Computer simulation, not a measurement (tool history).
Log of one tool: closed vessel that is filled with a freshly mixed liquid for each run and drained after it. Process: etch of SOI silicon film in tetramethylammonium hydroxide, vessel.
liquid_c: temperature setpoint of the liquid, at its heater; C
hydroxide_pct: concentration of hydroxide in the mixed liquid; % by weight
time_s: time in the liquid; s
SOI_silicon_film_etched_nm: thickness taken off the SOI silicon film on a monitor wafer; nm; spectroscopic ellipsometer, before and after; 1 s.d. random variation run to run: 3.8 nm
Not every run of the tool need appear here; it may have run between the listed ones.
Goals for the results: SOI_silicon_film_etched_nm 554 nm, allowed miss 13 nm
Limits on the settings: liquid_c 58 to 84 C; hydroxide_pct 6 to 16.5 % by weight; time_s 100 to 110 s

| run | hour | liquid_c | hydroxide_pct | time_s | SOI_silicon_film_etched_nm |
|---|---|---|---|---|---|
| 1 | 0 | 71 | 11 | 100 | 706.06 |
| 2 | 6.1 | 71 | 13 | 100 | 650.5 |
| 3 | 12.5 | 70 | 13 | 100 | 611.54 |
| 4 | 18.5 | 65 | 13 | 100 | 457.44 |
| 5 | 19.7 | 65 | 13 | 100 | 452.06 |
| 6 | 23.2 | 65 | 13 | 100 | 454.27 |
| 7 | 27.4 | 66 | 13 | 100 | 488.51 |
| 8 | 29.4 | 66.5 | 13 | 100 | 500.91 |
| 9 | 30.9 | 67 | 13 | 100 | 518.8 |
| 10 | 32.2 | 67.5 | 13 | 100 | 535.39 |

4 candidate next runs follow, results not yet known. Just one meets every target within its allowed miss. Identify it.
| A | 33.5 | 65.5 | 11.5 | 105 | ? |
| B | 33.5 | 67 | 13 | 100 | ? |
| C | 33.5 | 66.5 | 13 | 110 | ? |
| D | 33.5 | 67 | 12 | 100 | ? |

| move | SOI_silicon_film_etched_nm |
|---|---|
| A | 524.85 |
| B | 519.64 |
| C | 554.75 |
| D | 537.84 |
A: its largest miss is bigger than the last run's
B: its largest miss is bigger than the last run's
C: all results in spec
D: nearer than the last run, and not there yet
The right move is C.
